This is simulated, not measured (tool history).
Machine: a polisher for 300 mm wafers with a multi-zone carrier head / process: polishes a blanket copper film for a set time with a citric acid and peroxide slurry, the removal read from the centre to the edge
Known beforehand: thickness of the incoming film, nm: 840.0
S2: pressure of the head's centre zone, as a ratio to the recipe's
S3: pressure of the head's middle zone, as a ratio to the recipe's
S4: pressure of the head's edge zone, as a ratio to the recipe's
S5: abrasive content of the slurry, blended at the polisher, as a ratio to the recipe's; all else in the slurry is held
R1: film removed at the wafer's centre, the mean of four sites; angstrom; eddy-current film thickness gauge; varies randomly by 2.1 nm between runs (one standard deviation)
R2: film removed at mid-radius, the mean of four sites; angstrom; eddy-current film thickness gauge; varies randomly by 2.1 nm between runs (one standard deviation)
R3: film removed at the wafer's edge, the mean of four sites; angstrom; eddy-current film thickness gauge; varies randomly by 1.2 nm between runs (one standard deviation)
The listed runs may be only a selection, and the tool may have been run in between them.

Run 1, hour 0.0: flow of slurry (ml/min) 305, S2 1.00, S3 1.00, S4 1.00, S5 1.00, polishing time (s) 56. Result: R1 1124.40 angstrom, R2 1168.50 angstrom, R3 1119.60 angstrom.
Run 2, hour 5.3: flow of slurry (ml/min) 310, S2 1.04, S3 0.99, S4 1.03, S5 1.15, polishing time (s) 57. Result: R1 1187.20 angstrom, R2 1205.40 angstrom, R3 1180.40 angstrom.
Run 3, hour 9.5: flow of slurry (ml/min) 310, S2 1.04, S3 0.99, S4 1.03, S5 0.95, polishing time (s) 57. Result: R1 1162.90 angstrom, R2 1121.60 angstrom, R3 1135.20 angstrom.
Run 4, hour 16.8: flow of slurry (ml/min) 375, S2 1.04, S3 0.99, S4 1.03, S5 0.95, polishing time (s) 57. Result: R1 1129.60 angstrom, R2 1152.00 angstrom, R3 1146.90 angstrom.
Run 5, hour 23.5: flow of slurry (ml/min) 375, S2 1.04, S3 0.99, S4 1.03, S5 0.95, polishing time (s) 46. Result: R1 949.37 angstrom, R2 955.61 angstrom, R3 941.73 angstrom.
Run 6, hour 25.0: flow of slurry (ml/min) 365, S2 1.08, S3 0.97, S4 1.04, S5 1.05, polishing time (s) 52. Result: R1 1082.20 angstrom, R2 1070.50 angstrom, R3 1069.90 angstrom.

The next listed run, before its measurement:
Run 7, hour 32.8: flow of slurry (ml/min) 335, S2 1.11, S3 0.94, S4 1.04, S5 1.10, polishing time (s) 56. Result: R1 ?, R2 ?, R3 ?.

R1: 1208.30 angstrom
R2: 1115.80 angstrom
R3: 1173.60 angstrom

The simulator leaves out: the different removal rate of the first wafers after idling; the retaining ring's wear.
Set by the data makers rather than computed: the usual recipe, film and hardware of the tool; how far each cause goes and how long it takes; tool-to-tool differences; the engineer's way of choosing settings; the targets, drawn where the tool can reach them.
